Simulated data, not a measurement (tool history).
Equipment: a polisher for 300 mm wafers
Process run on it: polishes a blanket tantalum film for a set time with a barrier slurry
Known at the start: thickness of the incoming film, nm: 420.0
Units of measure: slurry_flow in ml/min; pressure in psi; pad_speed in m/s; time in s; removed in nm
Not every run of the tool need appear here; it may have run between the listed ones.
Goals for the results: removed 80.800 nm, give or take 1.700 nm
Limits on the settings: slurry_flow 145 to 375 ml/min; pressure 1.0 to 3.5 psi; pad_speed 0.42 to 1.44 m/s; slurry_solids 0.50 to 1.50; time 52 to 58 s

run,hour,slurry_flow,pressure,pad_speed,slurry_solids,time,removed
1,0.0,240,2.2,0.92,1.00,58,115.710
2,5.9,235,2.0,0.92,1.00,58,107.000
3,8.9,275,2.0,0.92,1.00,58,107.620
4,16.1,275,2.0,1.10,1.00,58,128.230
5,21.9,275,1.8,1.10,1.00,58,117.470
6,24.2,275,1.6,1.10,1.00,58,106.780
7,26.3,275,1.5,1.10,1.00,58,102.170
8,27.3,275,1.4,1.10,1.00,58,95.775
9,35.4,270,1.3,1.10,1.00,58,90.419
10,42.6,260,1.3,1.10,1.00,58,90.842
11,46.5,255,1.2,1.10,1.00,58,84.678
12,52.6,245,1.2,1.10,1.00,58,84.185
13,54.3,215,1.1,1.10,1.00,58,79.077
14,55.7,220,1.1,1.10,1.00,58,78.308
15,60.3,225,1.1,1.10,1.00,58,78.341
16,62.0,230,1.1,1.10,1.00,58,78.709

Consider the 5 candidate settings below. Which is the only one whose results all fall within their allowed miss of target?
A,63.7,240,1.0,1.14,1.00,58,?
B,63.7,190,1.3,0.96,1.00,58,?
C,63.7,245,1.2,0.98,1.45,58,?
D,63.7,235,1.2,1.10,1.05,52,?
E,63.7,290,1.4,0.96,1.00,52,?

move,removed
A,76.597
B,77.115
C,81.315
D,76.351
E,75.579
A: lands further from the targets than the last run did
B: lands further from the targets than the last run did
C: meets every target
D: lands further from the targets than the last run did
E: lands further from the targets than the last run did
C meets every target.
